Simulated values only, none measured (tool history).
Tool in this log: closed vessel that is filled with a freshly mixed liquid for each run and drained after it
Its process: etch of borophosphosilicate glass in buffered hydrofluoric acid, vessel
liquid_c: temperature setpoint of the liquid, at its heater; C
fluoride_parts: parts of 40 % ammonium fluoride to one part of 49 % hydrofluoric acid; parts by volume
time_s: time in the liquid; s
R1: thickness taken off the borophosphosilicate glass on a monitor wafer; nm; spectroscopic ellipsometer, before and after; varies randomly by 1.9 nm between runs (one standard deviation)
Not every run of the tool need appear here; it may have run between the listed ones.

Run 1, hour 0: liquid_c 22 C, fluoride_parts 13.5 parts by volume, time_s 95 s. Result: R1 122.46 nm.
Run 2, hour 6.8: liquid_c 19.5 C, fluoride_parts 13.5 parts by volume, time_s 95 s. Result: R1 104.82 nm.
Run 3, hour 12.4: liquid_c 21.5 C, fluoride_parts 13.5 parts by volume, time_s 95 s. Result: R1 117.69 nm.
Run 4, hour 14.2: liquid_c 23 C, fluoride_parts 13.5 parts by volume, time_s 95 s. Result: R1 127.61 nm.
Run 5, hour 15.4: liquid_c 19.5 C, fluoride_parts 13.5 parts by volume, time_s 95 s. Result: R1 106.72 nm.
Run 6, hour 18.3: liquid_c 19.5 C, fluoride_parts 13.5 parts by volume, time_s 100 s. Result: R1 110.63 nm.
Run 7, hour 24.7: liquid_c 21 C, fluoride_parts 13.5 parts by volume, time_s 100 s. Result: R1 120.56 nm.

What does the tool deliver on the next run?
Run 8, hour 29.7: liquid_c 22.5 C, fluoride_parts 13.5 parts by volume, time_s 100 s. Result: R1 ?.

R1: 130.41 nm
